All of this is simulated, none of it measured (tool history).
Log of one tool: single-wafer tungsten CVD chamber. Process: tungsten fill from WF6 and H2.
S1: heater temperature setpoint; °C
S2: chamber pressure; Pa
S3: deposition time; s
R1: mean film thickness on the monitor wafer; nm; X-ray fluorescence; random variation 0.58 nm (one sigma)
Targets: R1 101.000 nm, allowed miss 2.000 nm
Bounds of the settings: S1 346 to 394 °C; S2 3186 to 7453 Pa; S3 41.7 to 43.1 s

run 1 hour=0.0 | S1=370 S2=5320 S3=41.7 | R1=78.771
run 2 hour=7.2 | S1=370 S2=5320 S3=43.1 | R1=81.461
run 3 hour=14.7 | S1=370 S2=5320 S3=43.1 | R1=81.178
run 4 hour=21.0 | S1=377 S2=5320 S3=43.1 | R1=91.894
run 5 hour=23.3 | S1=368 S2=5320 S3=43.1 | R1=78.260
run 6 hour=25.4 | S1=368 S2=5320 S3=41.7 | R1=75.520
run 7 hour=29.3 | S1=380 S2=5386 S3=41.7 | R1=94.386
run 8 hour=37.7 | S1=380 S2=5386 S3=41.7 | R1=95.110
run 9 hour=43.6 | S1=381 S2=5386 S3=41.7 | R1=95.762

4 next moves are on the table. One of them brings every result within its allowed miss. Which?
run A hour=49.5 | S1=376 S2=5973 S3=41.7 | R1=?
run B hour=49.5 | S1=374 S2=6026 S3=43.1 | R1=?
run C hour=49.5 | S1=381 S2=6306 S3=43.1 | R1=?
run D hour=49.5 | S1=383 S2=5213 S3=42.9 | R1=?

move=A R1=92.564
move=B R1=92.584
move=C R1=107.090
move=D R1=102.210
A: further off than the last run
B: further off than the last run
C: takes the result that was furthest off past its target
D: meets every target
Move D is the one to make.
